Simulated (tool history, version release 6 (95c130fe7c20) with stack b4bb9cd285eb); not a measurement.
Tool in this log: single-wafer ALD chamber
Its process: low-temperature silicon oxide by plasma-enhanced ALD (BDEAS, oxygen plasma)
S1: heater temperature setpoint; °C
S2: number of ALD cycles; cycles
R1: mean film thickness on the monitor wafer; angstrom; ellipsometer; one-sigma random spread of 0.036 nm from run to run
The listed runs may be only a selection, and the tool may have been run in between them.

| run | hour | S1 | S2 | R1 |
|---|---|---|---|---|
| 1 | 0 | 90 | 60 | 99.522 |
| 2 | 0.7 | 93 | 57 | 93.07 |
| 3 | 6.1 | 95 | 56 | 90.338 |
| 4 | 11.4 | 97 | 55 | 88.099 |
| 5 | 12 | 99 | 54 | 86.425 |
| 6 | 20.2 | 99 | 47 | 75.5 |

For run 7, what comes out?
| 7 | 21.3 | 96 | 48 | ? |

{"run 7": {"R1": 77.703}}
